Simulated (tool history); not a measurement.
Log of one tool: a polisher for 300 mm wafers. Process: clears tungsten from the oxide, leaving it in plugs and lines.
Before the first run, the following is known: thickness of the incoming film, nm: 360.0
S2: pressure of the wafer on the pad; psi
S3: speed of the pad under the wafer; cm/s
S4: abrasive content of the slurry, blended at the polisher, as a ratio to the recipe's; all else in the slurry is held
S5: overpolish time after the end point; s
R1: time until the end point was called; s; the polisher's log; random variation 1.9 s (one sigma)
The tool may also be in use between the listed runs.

Run 1, hour 0.0: flow of slurry (ml/min) 185, S2 3.1 psi, S3 114 cm/s, S4 1.0, S5 6 s. Result: R1 89.568 s.
Run 2, hour 6.0: flow of slurry (ml/min) 155, S2 3.1 psi, S3 114 cm/s, S4 1.0, S5 6 s. Result: R1 90.131 s.
Run 3, hour 12.4: flow of slurry (ml/min) 155, S2 3.4 psi, S3 114 cm/s, S4 1.0, S5 6 s. Result: R1 84.309 s.
Run 4, hour 19.8: flow of slurry (ml/min) 155, S2 4.1 psi, S3 114 cm/s, S4 1.0, S5 6 s. Result: R1 69.229 s.
At hour 20.4: head pressure recalibrated.
Run 5, hour 20.4: flow of slurry (ml/min) 155, S2 3.8 psi, S3 112 cm/s, S4 1.0, S5 6 s. Result: R1 79.707 s.
Run 6, hour 27.5: flow of slurry (ml/min) 155, S2 3.5 psi, S3 110 cm/s, S4 1.0, S5 6 s. Result: R1 86.308 s.

For run 7, what comes out?
Run 7, hour 32.6: flow of slurry (ml/min) 155, S2 3.5 psi, S3 110 cm/s, S4 1.0, S5 6 s. Result: R1 ?.

R1: 89.577 s
